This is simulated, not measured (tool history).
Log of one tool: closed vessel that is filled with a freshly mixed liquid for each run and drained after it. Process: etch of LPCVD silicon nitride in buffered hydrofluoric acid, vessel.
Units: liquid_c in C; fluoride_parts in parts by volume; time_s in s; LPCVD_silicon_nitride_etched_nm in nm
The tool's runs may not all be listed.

run	day	liquid_c	fluoride_parts	time_s	LPCVD_silicon_nitride_etched_nm
1	0.000	23.0	23.5	3245	16.196
2	0.404	19.5	23.5	3245	13.419
3	0.704	19.5	17.0	3245	17.531
4	1.112	21.0	17.0	3245	19.178
5	1.412	22.5	16.5	3245	21.456
6	1.817	22.5	16.5	3245	21.966
7	2.150	23.5	16.5	3245	22.772
8	2.538	24.5	16.0	3245	24.467
9	2.812	25.5	15.5	3245	26.737
10	3.071	26.5	15.0	3245	29.427
11	3.325	27.0	15.0	3245	30.368
12	3.438	27.0	15.0	3245	30.558
13	3.742	27.5	15.0	3245	31.299

The next listed run, before its measurement:
14	3.962	28.0	15.0	3245	?

{"run 14": {"LPCVD_silicon_nitride_etched_nm": 31.806}}

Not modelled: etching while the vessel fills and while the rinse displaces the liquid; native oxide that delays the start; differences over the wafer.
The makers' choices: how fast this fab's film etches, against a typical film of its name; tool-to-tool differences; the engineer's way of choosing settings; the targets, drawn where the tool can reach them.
